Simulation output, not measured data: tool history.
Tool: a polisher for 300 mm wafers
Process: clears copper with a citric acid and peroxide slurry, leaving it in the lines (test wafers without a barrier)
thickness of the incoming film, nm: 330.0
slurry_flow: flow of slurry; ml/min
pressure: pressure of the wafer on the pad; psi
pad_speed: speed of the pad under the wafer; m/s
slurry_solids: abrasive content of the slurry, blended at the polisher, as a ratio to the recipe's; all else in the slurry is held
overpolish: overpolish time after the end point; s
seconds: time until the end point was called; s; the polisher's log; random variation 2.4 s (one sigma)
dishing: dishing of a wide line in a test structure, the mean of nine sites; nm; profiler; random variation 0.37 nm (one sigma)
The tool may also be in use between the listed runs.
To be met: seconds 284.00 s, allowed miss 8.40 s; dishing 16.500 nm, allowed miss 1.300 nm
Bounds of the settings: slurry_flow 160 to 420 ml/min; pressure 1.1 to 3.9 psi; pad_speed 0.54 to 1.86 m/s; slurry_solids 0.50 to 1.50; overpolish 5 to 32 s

run,hour,slurry_flow,pressure,pad_speed,slurry_solids,overpolish,seconds,dishing
1,0.0,270,2.5,1.18,1.00,16,182.76,19.038
2,7.1,270,2.5,1.18,0.85,16,189.58,19.126
3,10.1,265,2.3,1.18,0.85,17,200.55,19.060
4,14.3,265,2.3,1.04,0.85,17,215.64,17.736
5,15.0,265,2.1,1.04,0.85,18,228.70,17.249
6,18.0,260,1.9,1.04,0.85,19,247.34,17.229
# hour 23.6: worn pad replaced by a new one
7,23.6,260,1.8,1.04,0.85,19,235.33,17.716
8,25.4,260,1.6,1.02,0.85,20,260.37,16.818
9,29.3,260,1.5,1.02,0.85,20,270.31,16.556

4 next moves are on the table. One of them brings every result within its allowed miss. Which?
A,33.2,255,1.5,1.04,0.80,21,?,?
B,33.2,205,1.5,0.90,1.00,21,?,?
C,33.2,275,1.5,1.08,0.75,16,?,?
D,33.2,305,1.1,1.06,0.90,28,?,?

move,seconds,dishing
A,268.49,17.444
B,279.30,16.817
C,265.66,13.649
D,300.17,20.389
A: further off than the last run
B: meets every target
C: further off than the last run
D: takes the result that was furthest off past its target
Move B is the one to make.

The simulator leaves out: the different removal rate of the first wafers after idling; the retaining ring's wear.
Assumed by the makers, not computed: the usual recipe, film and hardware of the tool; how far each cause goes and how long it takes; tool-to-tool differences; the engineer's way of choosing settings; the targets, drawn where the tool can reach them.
